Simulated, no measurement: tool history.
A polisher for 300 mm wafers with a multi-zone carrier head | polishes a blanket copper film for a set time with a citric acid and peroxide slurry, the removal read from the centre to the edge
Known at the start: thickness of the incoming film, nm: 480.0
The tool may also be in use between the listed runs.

run	hour	flow of slurry (ml/min)	pressure of the head's centre zone	pressure of the head's middle zone	pressure of the head's edge zone	abrasive content of the slurry	polishing time (s)	film removed at the wafer's centre (angstrom)	film removed at mid-radius (angstrom)	film removed at the wafer's edge (angstrom)
1	0	165	1	1	1	1	34	699.86	690.28	700.93
2	1.6	165	0.93	1	1	1	34	644.3	698.8	718.15
3	3.3	160	0.92	1	0.97	0.85	33	601.79	656.01	660.88
4	11.5	150	0.9	1	0.94	0.75	32	555.24	615.99	607.63
5	12.5	140	0.88	0.99	0.92	0.7	32	520.67	590.73	596.04
6	16.2	140	0.88	0.99	0.92	0.85	32	528.79	605.77	610.72
7	17.1	135	0.88	0.99	0.9	0.8	32	536.31	603.55	591.58
8	25.2	130	0.87	0.98	0.88	0.75	32	514.35	584.37	578.45
9	32.7	125	0.86	0.98	0.87	0.75	32	497.75	570.87	574.99

Run 10 comes next. What will it give?
10	33.9	120	0.86	0.99	0.86	0.75	32	?	?	?

{"run 10": {"film removed at the wafer's centre (angstrom)": 498.33, "film removed at mid-radius (angstrom)": 587.78, "film removed at the wafer's edge (angstrom)": 572.63}}
